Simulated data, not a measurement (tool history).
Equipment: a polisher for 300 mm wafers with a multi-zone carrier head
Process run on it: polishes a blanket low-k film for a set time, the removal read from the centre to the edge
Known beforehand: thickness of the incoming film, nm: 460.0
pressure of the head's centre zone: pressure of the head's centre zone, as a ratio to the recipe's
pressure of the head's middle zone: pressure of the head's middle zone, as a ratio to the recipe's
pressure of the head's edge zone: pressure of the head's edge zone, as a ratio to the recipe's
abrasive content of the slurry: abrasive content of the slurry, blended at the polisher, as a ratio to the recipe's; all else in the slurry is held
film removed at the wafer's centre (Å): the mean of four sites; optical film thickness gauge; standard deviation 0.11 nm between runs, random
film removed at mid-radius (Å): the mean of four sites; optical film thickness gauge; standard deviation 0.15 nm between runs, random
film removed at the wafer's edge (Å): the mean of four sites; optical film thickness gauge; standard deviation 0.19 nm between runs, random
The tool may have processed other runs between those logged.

run	hour	flow of slurry (ml/min)	pressure of the head's centre zone	pressure of the head's middle zone	pressure of the head's edge zone	abrasive content of the slurry	polishing time (s)	film removed at the wafer's centre (Å)	film removed at mid-radius (Å)	film removed at the wafer's edge (Å)
1	0	200	1	1	1	1	41	247.03	240.1	251.09
2	7.4	195	1.01	0.96	0.99	0.9	39	226.89	216.71	221.61
3	14.1	195	1.03	0.93	1.03	0.85	36	212.43	191.33	206.88
4	15.9	195	1.04	0.91	1.05	0.8	34	197.52	172.72	190.66
5	24.4	195	1.04	0.96	1.05	0.8	34	196.54	179.41	193.3
6	25.3	195	1.05	0.93	1.06	0.75	33	186.45	164.09	185.66
7	33.2	190	1.06	0.91	1.05	0.7	32	176.62	152.41	168.86
8	39	190	1.06	0.91	1.05	0.7	32	177.9	149.96	173.86
9	40.1	180	1.05	0.89	1.01	0.65	32	168.21	145.23	166.42
10	47.4	175	1.06	0.88	1	0.6	32	167.83	138.15	157.62
11	55.6	175	1.06	0.88	1	0.6	32	164.64	138.17	156.66

What will run 12 give?
12	57.4	170	1.06	0.87	1	0.6	32	?	?	?

Run 12 produced film removed at the wafer's centre (Å) 164.5, film removed at mid-radius (Å) 136.53, film removed at the wafer's edge (Å) 151.5.
